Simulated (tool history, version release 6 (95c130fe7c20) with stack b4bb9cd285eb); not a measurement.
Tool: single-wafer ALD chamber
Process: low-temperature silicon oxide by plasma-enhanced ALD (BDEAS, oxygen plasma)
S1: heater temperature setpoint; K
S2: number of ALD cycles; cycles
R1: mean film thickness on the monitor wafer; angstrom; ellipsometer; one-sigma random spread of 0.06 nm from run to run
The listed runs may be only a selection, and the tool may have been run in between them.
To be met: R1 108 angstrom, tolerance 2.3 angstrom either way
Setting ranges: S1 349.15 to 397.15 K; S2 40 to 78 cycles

{"run": 1, "hour": 0.0, "S1": 373.15, "S2": 59, "R1": 88.707}
{"run": 2, "hour": 9.0, "S1": 372.15, "S2": 60, "R1": 89.883}
{"run": 3, "hour": 15.2, "S1": 371.15, "S2": 61, "R1": 92.665}
{"run": 4, "hour": 16.3, "S1": 378.15, "S2": 61, "R1": 89.803}
{"run": 5, "hour": 25.2, "S1": 376.15, "S2": 62, "R1": 92.605}
{"run": 6, "hour": 31.2, "S1": 374.15, "S2": 63, "R1": 94.742}
{"run": 7, "hour": 37.8, "S1": 372.15, "S2": 64, "R1": 96.67}
{"run": 8, "hour": 38.8, "S1": 371.15, "S2": 65, "R1": 96.931}
{"run": 9, "hour": 44.0, "S1": 371.15, "S2": 66, "R1": 98.906}
{"run": 10, "hour": 44.9, "S1": 370.15, "S2": 67, "R1": 102.01}
{"run": 11, "hour": 52.9, "S1": 369.15, "S2": 67, "R1": 101.64}

Of the 5 settings listed for the next run, only one would bring every result within its allowed miss of target. Which one?
{"run": "A", "hour": 60.9, "S1": 362.15, "S2": 73, "R1": "?"}
{"run": "B", "hour": 60.9, "S1": 363.15, "S2": 70, "R1": "?"}
{"run": "C", "hour": 60.9, "S1": 365.15, "S2": 63, "R1": "?"}
{"run": "D", "hour": 60.9, "S1": 371.15, "S2": 75, "R1": "?"}
{"run": "E", "hour": 60.9, "S1": 364.15, "S2": 67, "R1": "?"}

move=A R1=112.98
move=B R1=108.01
move=C R1=96.62
move=D R1=112.92
move=E R1=103.07
A: the result that was furthest off in the last run now lies on the other side of its target
B: every result lands within tolerance
C: misses by more than the last run did
D: the result that was furthest off in the last run now lies on the other side of its target
E: an improvement on the last run, though not all results are within tolerance
B meets every target.
